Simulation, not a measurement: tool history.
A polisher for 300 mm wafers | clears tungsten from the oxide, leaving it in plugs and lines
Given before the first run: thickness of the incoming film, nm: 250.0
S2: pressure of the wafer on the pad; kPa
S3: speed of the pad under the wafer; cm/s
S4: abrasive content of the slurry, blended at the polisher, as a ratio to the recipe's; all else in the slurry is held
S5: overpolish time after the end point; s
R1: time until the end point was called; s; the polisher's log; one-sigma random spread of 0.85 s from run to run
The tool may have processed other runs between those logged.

{"run": 1, "hour": 0.0, "flow of slurry (ml/min)": 310, "S2": 27.6, "S3": 134, "S4": 1.0, "S5": 33, "R1": 35.475}
{"run": 2, "hour": 4.4, "flow of slurry (ml/min)": 255, "S2": 27.6, "S3": 134, "S4": 1.0, "S5": 33, "R1": 35.703}
{"run": 3, "hour": 9.9, "flow of slurry (ml/min)": 255, "S2": 27.6, "S3": 134, "S4": 1.0, "S5": 36, "R1": 36.542}
{"run": 4, "hour": 10.5, "flow of slurry (ml/min)": 255, "S2": 27.6, "S3": 134, "S4": 1.0, "S5": 36, "R1": 36.399}
{"run": 5, "hour": 14.8, "flow of slurry (ml/min)": 255, "S2": 23.4, "S3": 122, "S4": 1.0, "S5": 36, "R1": 46.162}
{"run": 6, "hour": 18.0, "flow of slurry (ml/min)": 255, "S2": 27.6, "S3": 122, "S4": 1.0, "S5": 36, "R1": 39.346}

Run 7 has not been measured yet. What should we expect?
{"run": 7, "hour": 22.4, "flow of slurry (ml/min)": 255, "S2": 23.4, "S3": 114, "S4": 1.0, "S5": 36, "R1": "?"}

R1: 48.609 s

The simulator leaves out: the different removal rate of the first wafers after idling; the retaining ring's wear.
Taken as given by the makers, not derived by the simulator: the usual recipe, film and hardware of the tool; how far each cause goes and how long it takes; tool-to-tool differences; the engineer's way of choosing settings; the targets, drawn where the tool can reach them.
